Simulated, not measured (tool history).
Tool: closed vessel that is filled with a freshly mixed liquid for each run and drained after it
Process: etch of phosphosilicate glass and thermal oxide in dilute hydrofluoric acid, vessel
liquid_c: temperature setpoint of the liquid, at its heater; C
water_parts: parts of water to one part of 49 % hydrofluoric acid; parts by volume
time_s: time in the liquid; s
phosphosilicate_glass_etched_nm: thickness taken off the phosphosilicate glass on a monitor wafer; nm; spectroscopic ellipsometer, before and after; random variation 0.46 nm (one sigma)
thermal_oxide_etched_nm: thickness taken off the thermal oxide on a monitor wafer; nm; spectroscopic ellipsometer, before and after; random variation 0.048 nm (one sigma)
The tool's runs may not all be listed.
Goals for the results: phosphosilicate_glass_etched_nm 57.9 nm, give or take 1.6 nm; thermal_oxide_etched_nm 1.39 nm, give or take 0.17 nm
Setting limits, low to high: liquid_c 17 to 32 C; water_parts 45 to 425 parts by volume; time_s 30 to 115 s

run	hour	liquid_c	water_parts	time_s	phosphosilicate_glass_etched_nm	thermal_oxide_etched_nm
1	0	24	235	60	45.789	1.1389
2	2.8	24.5	235	60	47.042	1.1039
3	4.4	25	235	60	48.068	1.1233
4	8.9	25	180	60	65.617	1.7183
5	10.7	25	180	70	77.923	1.9256
6	19.6	24.5	180	70	75.057	1.8229
7	24.7	24	180	70	74.179	1.759
8	33	23.5	180	70	73.933	1.7106
9	40.5	23.5	185	70	70.035	1.5581
10	46.4	23.5	190	70	68.581	1.6188
11	49	22.5	195	70	64.265	1.5837

Which single option among these 5 for the next run brings every result within its allowed miss of target? Just one does.
A	51.6	18	180	65	?	?
B	51.6	23.5	180	65	?	?
C	51.6	19	170	70	?	?
D	51.6	23.5	150	45	?	?
E	51.6	24.5	205	75	?	?

move	phosphosilicate_glass_etched_nm	thermal_oxide_etched_nm
A	54.803	1.3011
B	67.829	1.6104
C	65.665	1.559
D	58.256	1.3831
E	69.412	1.648
A: pushes the last run's worst result past its target
B: further off than the last run
C: further off than the last run
D: every result within its allowed miss
E: further off than the last run
D is the move that brings every result within its allowed miss.
